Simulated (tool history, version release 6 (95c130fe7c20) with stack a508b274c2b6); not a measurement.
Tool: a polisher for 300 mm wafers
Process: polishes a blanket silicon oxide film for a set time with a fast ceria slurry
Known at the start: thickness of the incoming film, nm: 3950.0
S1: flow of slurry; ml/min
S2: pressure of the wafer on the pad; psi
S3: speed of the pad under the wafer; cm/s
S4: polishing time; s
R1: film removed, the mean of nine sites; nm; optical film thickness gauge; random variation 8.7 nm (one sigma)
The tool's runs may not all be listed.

run,hour,S1,S2,S3,S4,R1
1,0,175,3.4,120,72,1670.7
2,3.1,175,3.4,120,72,1686.1
3,10,175,3,118,72,1459.4
4,17.4,175,3,96,72,1263.5
5,26.3,175,2.4,96,72,1018.9
6,27.9,215,2.4,96,72,1046.3
7,33.1,215,2.3,96,72,1009.3
8,40.2,215,2.2,96,72,966.7

Forecast run 9:
9,44.5,200,1.8,96,72,?

Run 9 gave R1 796.27 nm.
